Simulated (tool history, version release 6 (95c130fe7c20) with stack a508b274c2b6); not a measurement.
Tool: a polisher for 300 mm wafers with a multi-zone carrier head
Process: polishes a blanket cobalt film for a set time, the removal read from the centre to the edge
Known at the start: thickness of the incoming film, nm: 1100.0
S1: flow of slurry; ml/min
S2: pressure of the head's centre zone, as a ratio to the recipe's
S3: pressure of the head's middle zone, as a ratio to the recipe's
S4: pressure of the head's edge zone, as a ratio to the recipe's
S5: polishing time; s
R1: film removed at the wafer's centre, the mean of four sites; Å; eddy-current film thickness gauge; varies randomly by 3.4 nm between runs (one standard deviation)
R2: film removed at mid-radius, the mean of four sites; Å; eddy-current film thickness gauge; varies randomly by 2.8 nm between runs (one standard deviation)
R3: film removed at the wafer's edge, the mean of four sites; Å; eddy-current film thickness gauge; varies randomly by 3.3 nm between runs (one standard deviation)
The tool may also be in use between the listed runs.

run	hour	S1	S2	S3	S4	S5	R1	R2	R3
1	0	160	1	1	1	68	3882	3728.2	3928.5
2	7.5	160	1	1	0.96	68	3883.2	3743.7	3918.5
3	12.4	160	1	1.01	0.95	63	3564.2	3540.4	3601.2
4	13.2	160	1.01	1.01	0.94	59	3430.3	3380.5	3313.8
5	14.8	160	1.01	1	0.94	56	3281	3113	3165.3
6	19.5	160	1.01	1	0.93	54	3143.6	3015.5	2965.7
7	27.2	160	1	0.99	0.92	53	3099.8	2940.2	2970.3
8	31.1	155	1	0.99	0.91	52	3036.6	2862.9	2859.7
# hour 35.6: worn pad replaced by a new one
9	35.6	155	1	0.99	0.91	52	3244	2999.7	3063.8
10	42.4	160	1.01	0.99	0.93	51	3141	3080	3052.9

Run 11 has not been measured yet. What should we expect?
11	51	155	0.99	1	0.92	51	?	?	?

Run 11 yielded R1 3072.1 Å, R2 3101.2 Å, R3 2947.8 Å.

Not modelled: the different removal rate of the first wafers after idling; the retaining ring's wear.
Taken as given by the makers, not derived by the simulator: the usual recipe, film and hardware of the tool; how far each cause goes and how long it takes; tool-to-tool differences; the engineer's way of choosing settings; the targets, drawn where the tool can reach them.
